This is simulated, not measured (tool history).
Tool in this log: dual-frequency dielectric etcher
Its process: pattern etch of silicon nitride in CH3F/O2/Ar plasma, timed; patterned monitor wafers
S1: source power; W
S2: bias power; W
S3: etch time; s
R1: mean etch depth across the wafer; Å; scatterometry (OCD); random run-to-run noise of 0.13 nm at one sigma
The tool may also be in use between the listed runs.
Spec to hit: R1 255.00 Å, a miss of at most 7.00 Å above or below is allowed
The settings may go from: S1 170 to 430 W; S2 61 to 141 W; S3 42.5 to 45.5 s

run 1 hour=0.0 | S1=300 S2=101 S3=45.5 | R1=323.80
run 2 hour=2.2 | S1=300 S2=101 S3=42.5 | R1=301.30
run 3 hour=6.7 | S1=300 S2=101 S3=45.5 | R1=324.38
run 4 hour=14.9 | S1=280 S2=101 S3=45.5 | R1=313.57
run 5 hour=17.6 | S1=260 S2=96 S3=45.0 | R1=294.11
run 6 hour=19.2 | S1=240 S2=94 S3=45.0 | R1=279.38
run 7 hour=23.5 | S1=230 S2=93 S3=45.0 | R1=273.68
run 8 hour=25.5 | S1=220 S2=92 S3=45.0 | R1=268.59

Which single option among these 5 for the next run brings every result within its allowed miss of target? Just one does.
run A hour=27.5 | S1=200 S2=106 S3=45.5 | R1=?
run B hour=27.5 | S1=240 S2=88 S3=45.5 | R1=?
run C hour=27.5 | S1=240 S2=103 S3=45.5 | R1=?
run D hour=27.5 | S1=230 S2=82 S3=43.5 | R1=?
run E hour=27.5 | S1=230 S2=91 S3=45.5 | R1=?

move=A R1=267.28
move=B R1=277.70
move=C R1=290.59
move=D R1=254.89
move=E R1=274.47
A: better than the last run, though not everything is in spec
B: the biggest miss grows against the last run
C: the biggest miss grows against the last run
D: all results in spec
E: the biggest miss grows against the last run
D meets every target.
